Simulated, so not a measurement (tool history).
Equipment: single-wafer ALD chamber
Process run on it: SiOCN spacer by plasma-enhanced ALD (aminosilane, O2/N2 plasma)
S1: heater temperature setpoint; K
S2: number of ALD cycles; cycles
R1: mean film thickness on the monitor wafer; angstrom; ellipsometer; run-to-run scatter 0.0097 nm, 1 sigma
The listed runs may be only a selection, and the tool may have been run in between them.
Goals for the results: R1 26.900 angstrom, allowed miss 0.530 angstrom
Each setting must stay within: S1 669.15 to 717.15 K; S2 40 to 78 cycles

{"run": 1, "hour": 0.0, "S1": 693.15, "S2": 59, "R1": 32.93}
{"run": 2, "hour": 9.1, "S1": 687.15, "S2": 59, "R1": 33.451}
{"run": 3, "hour": 14.9, "S1": 691.15, "S2": 56, "R1": 31.664}
{"run": 4, "hour": 21.5, "S1": 694.15, "S2": 53, "R1": 29.564}
{"run": 5, "hour": 29.0, "S1": 694.15, "S2": 50, "R1": 27.735}
{"run": 6, "hour": 36.4, "S1": 694.15, "S2": 56, "R1": 31.093}
{"run": 7, "hour": 45.3, "S1": 698.15, "S2": 54, "R1": 29.519}
{"hour": 49.2, "done": "thermocouple changed; heater temperature recalibrated"}
{"run": 8, "hour": 49.2, "S1": 702.15, "S2": 53, "R1": 28.861}
{"run": 9, "hour": 52.0, "S1": 704.15, "S2": 52, "R1": 28.095}

Exactly one of the 5 candidate moves below puts every result within its allowed miss. Which one?
{"run": "A", "hour": 54.8, "S1": 705.15, "S2": 50, "R1": "?"}
{"run": "B", "hour": 54.8, "S1": 685.15, "S2": 49, "R1": "?"}
{"run": "C", "hour": 54.8, "S1": 704.15, "S2": 51, "R1": "?"}
{"run": "D", "hour": 54.8, "S1": 695.15, "S2": 51, "R1": "?"}
{"run": "E", "hour": 54.8, "S1": 702.15, "S2": 52, "R1": "?"}

move=A R1=27.166
move=B R1=28.648
move=C R1=27.815
move=D R1=28.763
move=E R1=28.575
A: all results land within tolerance of their targets
B: moves away from the targets compared with the last run
C: nearer the targets than the last run, but a result is still out of spec
D: moves away from the targets compared with the last run
E: moves away from the targets compared with the last run
A meets every target.
